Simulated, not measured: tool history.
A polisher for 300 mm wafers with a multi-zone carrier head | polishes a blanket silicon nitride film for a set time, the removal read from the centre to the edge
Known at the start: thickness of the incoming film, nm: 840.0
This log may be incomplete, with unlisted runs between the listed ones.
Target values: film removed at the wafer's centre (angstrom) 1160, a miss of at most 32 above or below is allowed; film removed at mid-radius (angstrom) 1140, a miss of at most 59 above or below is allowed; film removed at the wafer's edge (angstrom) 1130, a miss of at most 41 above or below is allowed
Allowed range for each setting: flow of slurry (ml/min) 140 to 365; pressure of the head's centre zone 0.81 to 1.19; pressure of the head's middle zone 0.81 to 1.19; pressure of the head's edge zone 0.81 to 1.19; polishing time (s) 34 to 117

run	hour	flow of slurry (ml/min)	pressure of the head's centre zone	pressure of the head's middle zone	pressure of the head's edge zone	polishing time (s)	film removed at the wafer's centre (angstrom)	film removed at mid-radius (angstrom)	film removed at the wafer's edge (angstrom)
1	0	235	1	1	1	75	947.47	1001.3	963.46
2	7.5	235	1	1	0.97	75	960.07	976.02	956.42
3	8.6	200	1	1	0.97	75	927.73	958.03	926.92
4	15.2	200	1	0.94	0.97	75	934.62	930.05	926.55
5	16.4	200	1	0.94	0.92	75	932.32	935.75	888.92
6	25	200	1	0.94	0.92	84	1028.9	1036.7	1019
7	31.9	220	1.01	0.95	0.93	84	1073.6	1031.8	1021.5
8	38.6	235	1.01	0.97	0.94	85	1084.9	1101.2	1064.7
9	42.6	245	1.02	0.97	0.95	85	1097.2	1086.5	1049.6
10	45.6	250	1.02	0.97	0.97	86	1120.6	1119.9	1080.9
11	50.4	255	1.02	0.96	0.99	86	1121.2	1099	1083.9

Below are 5 possible settings for the next run. Only one of them brings all results inside the allowed miss of their targets. Which is it?
A	55.2	280	1.02	1.03	0.94	83	?	?	?
B	55.2	300	1.11	1.07	0.98	77	?	?	?
C	55.2	245	0.96	0.96	1.01	88	?	?	?
D	55.2	215	0.89	0.81	1.02	96	?	?	?
E	55.2	265	0.99	0.92	0.91	92	?	?	?

move	film removed at the wafer's centre (angstrom)	film removed at mid-radius (angstrom)	film removed at the wafer's edge (angstrom)
A	1085.5	1160.1	1013.6
B	1104.8	1118.3	963.29
C	1066	1143.8	1101.7
D	1058.8	1069	1196.7
E	1159.7	1163.5	1103.7
A: the biggest miss grows against the last run
B: the biggest miss grows against the last run
C: the biggest miss grows against the last run
D: the biggest miss grows against the last run
E: hits every target within its allowed miss
The move that meets every target is E.
